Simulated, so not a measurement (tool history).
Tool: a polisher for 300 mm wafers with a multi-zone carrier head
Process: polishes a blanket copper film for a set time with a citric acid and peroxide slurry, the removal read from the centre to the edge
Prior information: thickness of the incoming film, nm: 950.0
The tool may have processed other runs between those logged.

| run | hour | flow of slurry (ml/min) | pressure of the head's centre zone | pressure of the head's middle zone | pressure of the head's edge zone | abrasive content of the slurry | polishing time (s) | film removed at the wafer's centre (angstrom) | film removed at mid-radius (angstrom) | film removed at the wafer's edge (angstrom) |
|---|---|---|---|---|---|---|---|---|---|---|
| 1 | 0 | 135 | 1 | 1 | 1 | 1 | 87 | 2211.7 | 2260 | 2197 |
| 2 | 7.6 | 125 | 1 | 0.98 | 0.96 | 0.95 | 87 | 2080.5 | 2096.4 | 2094.1 |
| 3 | 8.4 | 125 | 1.05 | 0.98 | 0.96 | 0.95 | 87 | 2194.1 | 2072 | 2105.9 |
| 4 | 11.8 | 125 | 1.05 | 0.98 | 0.96 | 0.95 | 95 | 2424.4 | 2327.4 | 2290.8 |
| 5 | 19.9 | 105 | 1.05 | 0.98 | 0.96 | 0.95 | 95 | 2318.9 | 2179.3 | 2208.2 |
| 6 | 22.4 | 105 | 1.05 | 0.94 | 0.96 | 0.95 | 95 | 2280.7 | 2101.1 | 2231 |
| 7 | 25.9 | 100 | 1.05 | 0.95 | 0.93 | 0.9 | 95 | 2219.3 | 2055.2 | 2124.1 |

Predict the results of run 8:
| 8 | 34 | 95 | 1.05 | 0.95 | 0.9 | 0.85 | 95 | ? | ? | ? |

film removed at the wafer's centre (angstrom): 2144.1
film removed at mid-radius (angstrom): 2039.6
film removed at the wafer's edge (angstrom): 2028.8
